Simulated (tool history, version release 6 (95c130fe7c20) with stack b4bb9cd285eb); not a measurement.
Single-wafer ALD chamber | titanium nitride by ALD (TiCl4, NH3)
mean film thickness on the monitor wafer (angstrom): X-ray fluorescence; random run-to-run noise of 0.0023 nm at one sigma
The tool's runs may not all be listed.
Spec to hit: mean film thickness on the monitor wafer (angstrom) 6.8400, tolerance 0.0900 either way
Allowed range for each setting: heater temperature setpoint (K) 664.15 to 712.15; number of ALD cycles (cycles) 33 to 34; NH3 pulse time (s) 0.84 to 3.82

| run | hour | heater temperature setpoint (K) | number of ALD cycles (cycles) | NH3 pulse time (s) | mean film thickness on the monitor wafer (angstrom) |
|---|---|---|---|---|---|
| 1 | 0.0 | 688.15 | 34 | 2.33 | 7.2241 |
| 2 | 7.5 | 688.15 | 34 | 2.33 | 7.2279 |
| 3 | 13.0 | 683.15 | 34 | 2.00 | 7.1724 |
| 4 | 20.6 | 680.15 | 34 | 1.74 | 7.1063 |
| 5 | 22.1 | 680.15 | 34 | 1.74 | 7.1131 |
| 6 | 27.8 | 679.15 | 34 | 1.57 | 7.0885 |
| 7 | 31.4 | 678.15 | 34 | 1.43 | 7.0498 |
| 8 | 33.5 | 678.15 | 34 | 1.35 | 7.0025 |
| 9 | 37.1 | 678.15 | 34 | 1.33 | 6.9616 |

Exercise: of the 5 proposed moves below, exactly one satisfies all targets within the stated allowed misses. Which move is it?
| A | 40.7 | 675.15 | 34 | 0.87 | ? |
| B | 40.7 | 678.15 | 34 | 1.47 | ? |
| C | 40.7 | 678.15 | 33 | 1.36 | ? |
| D | 40.7 | 676.15 | 33 | 1.05 | ? |
| E | 40.7 | 679.15 | 34 | 0.88 | ? |

| move | mean film thickness on the monitor wafer (angstrom) |
|---|---|
| A | 6.6749 |
| B | 7.0576 |
| C | 6.8131 |
| D | 6.6461 |
| E | 6.7267 |
A: moves the result that the last run missed by most past its target, out the other side
B: misses by more than the last run did
C: all results land within tolerance of their targets
D: moves the result that the last run missed by most past its target, out the other side
E: moves the result that the last run missed by most past its target, out the other side
C meets every target.
